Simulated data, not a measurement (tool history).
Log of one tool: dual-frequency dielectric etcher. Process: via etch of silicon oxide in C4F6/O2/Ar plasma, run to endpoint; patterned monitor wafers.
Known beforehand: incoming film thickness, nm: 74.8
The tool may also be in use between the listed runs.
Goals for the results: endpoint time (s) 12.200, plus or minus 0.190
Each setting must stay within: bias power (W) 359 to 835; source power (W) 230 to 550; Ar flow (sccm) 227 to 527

run,hour,bias power (W),source power (W),Ar flow (sccm),endpoint time (s)
1,0.0,597,390,377,13.672
2,7.6,597,330,377,14.720
3,9.8,527,330,377,15.388
4,13.3,594,340,376,14.531
5,14.7,646,350,375,13.958
# hour 20.2: source power generator calibrated
6,20.2,686,360,374,13.650
7,27.9,715,370,372,13.236
8,33.7,715,370,372,13.378
9,41.9,738,380,370,12.956
10,47.8,757,380,369,12.846
11,53.1,773,380,368,12.710
12,54.4,786,380,368,12.666

Of the 5 settings listed for the next run, only one would bring every result within its allowed miss of target. Which one?
A,55.7,740,370,365,?
B,55.7,674,430,357,?
C,55.7,788,390,392,?
D,55.7,835,410,432,?
E,55.7,813,340,385,?

move,endpoint time (s)
A,13.063
B,12.694
C,12.624
D,12.275
E,13.144
A: misses by more than the last run did
B: misses by more than the last run did
C: gains on the last run, yet a result remains outside its allowed miss
D: all results land within tolerance of their targets
E: misses by more than the last run did
The right move is D.
